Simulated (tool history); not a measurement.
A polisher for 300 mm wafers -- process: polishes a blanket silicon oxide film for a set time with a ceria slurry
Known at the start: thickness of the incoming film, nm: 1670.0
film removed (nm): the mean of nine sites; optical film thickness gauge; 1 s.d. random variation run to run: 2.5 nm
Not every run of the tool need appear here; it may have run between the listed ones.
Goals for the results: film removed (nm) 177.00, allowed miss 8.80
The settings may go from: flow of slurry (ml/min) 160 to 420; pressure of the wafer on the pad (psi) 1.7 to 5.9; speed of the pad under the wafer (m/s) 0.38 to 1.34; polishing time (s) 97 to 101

| run | day | flow of slurry (ml/min) | pressure of the wafer on the pad (psi) | speed of the pad under the wafer (m/s) | polishing time (s) | film removed (nm) |
|---|---|---|---|---|---|---|
| 1 | 0.000 | 270 | 3.8 | 0.86 | 97 | 366.87 |
| 2 | 0.083 | 270 | 3.4 | 0.82 | 97 | 314.82 |
| 3 | 0.142 | 270 | 3.0 | 0.80 | 97 | 270.88 |
| 4 | 0.167 | 270 | 2.7 | 0.78 | 97 | 239.01 |
| 5 | 0.442 | 270 | 2.7 | 0.88 | 97 | 269.31 |
| 6 | 0.571 | 270 | 2.5 | 0.86 | 97 | 242.06 |
| 7 | 0.604 | 270 | 2.3 | 0.84 | 97 | 221.74 |
| 8 | 0.971 | 270 | 2.2 | 0.84 | 97 | 208.92 |
| 9 | 1.250 | 270 | 2.1 | 0.84 | 97 | 201.80 |
| 10 | 1.500 | 270 | 2.0 | 0.84 | 97 | 191.99 |

Below are 5 possible settings for the next run. Only one of them brings all results inside the allowed miss of their targets. Which is it?
| A | 1.750 | 270 | 2.1 | 0.66 | 97 | ? |
| B | 1.750 | 290 | 1.8 | 0.74 | 97 | ? |
| C | 1.750 | 215 | 2.6 | 0.68 | 97 | ? |
| D | 1.750 | 240 | 1.8 | 0.84 | 101 | ? |
| E | 1.750 | 250 | 2.3 | 0.72 | 101 | ? |

| move | film removed (nm) |
|---|---|
| A | 159.13 |
| B | 154.60 |
| C | 196.29 |
| D | 178.86 |
| E | 195.04 |
A: the result that was furthest off in the last run now lies on the other side of its target
B: the result that was furthest off in the last run now lies on the other side of its target
C: misses by more than the last run did
D: every result lands within tolerance
E: misses by more than the last run did
Answer: D
